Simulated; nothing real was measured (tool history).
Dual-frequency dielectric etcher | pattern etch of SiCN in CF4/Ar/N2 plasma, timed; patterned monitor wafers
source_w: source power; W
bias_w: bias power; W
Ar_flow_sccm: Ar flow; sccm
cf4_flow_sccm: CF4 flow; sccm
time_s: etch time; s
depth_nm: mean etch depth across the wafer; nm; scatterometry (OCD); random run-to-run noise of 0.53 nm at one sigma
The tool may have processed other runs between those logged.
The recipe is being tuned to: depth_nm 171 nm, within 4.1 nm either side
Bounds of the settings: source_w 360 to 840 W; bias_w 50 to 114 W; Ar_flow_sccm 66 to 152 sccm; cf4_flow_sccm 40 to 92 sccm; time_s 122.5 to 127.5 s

run,hour,source_w,bias_w,Ar_flow_sccm,cf4_flow_sccm,time_s,depth_nm
1,0,600,82,109,66,122.5,145.79
2,7.8,610,82,109,66,122.5,147.31
3,11.6,680,82,109,66,122.5,160.83
4,13.4,680,82,109,70,122.5,162.54
5,19,680,82,109,65,122.5,161.67
6,21,680,72,109,65,122.5,151.13
7,25.6,690,72,109,65,122.5,154.13
8,31.4,700,72,109,65,122.5,156.03
9,35.1,710,72,109,65,122.5,157.87

Which one of the following 5 next-run settings gets every result inside its allowed miss? There is exactly one.
A,38.8,720,63,106,54,122.5,?
B,38.8,720,73,120,63,127.5,?
C,38.8,700,69,103,64,127,?
D,38.8,710,85,90,56,127.5,?
E,38.8,830,57,116,75,127.5,?

move,depth_nm
A,146.35
B,163.19
C,159.97
D,178.94
E,172.22
A: its largest miss is bigger than the last run's
B: nearer the targets than the last run, but a result is still out of spec
C: nearer the targets than the last run, but a result is still out of spec
D: the result that was furthest off in the last run now lies on the other side of its target
E: all results in spec
Answer: E
